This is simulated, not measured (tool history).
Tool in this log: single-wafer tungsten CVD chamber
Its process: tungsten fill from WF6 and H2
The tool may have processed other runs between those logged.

run	hour	heater temperature setpoint (°C)	chamber pressure (Torr)	deposition time (s)	mean film thickness on the monitor wafer (nm)
1	0.0	375	41.5	29	58.488
2	7.3	375	37.8	29	54.756
3	11.7	371	37.2	29	49.334
4	15.6	371	30.4	29	41.888
5	23.6	371	30.4	29	41.808
6	29.8	371	24.9	29	34.583

Run 7, settings as shown, results not yet in. Your forecast:
7	36.3	370	24.9	29	?

mean film thickness on the monitor wafer (nm): 34.110
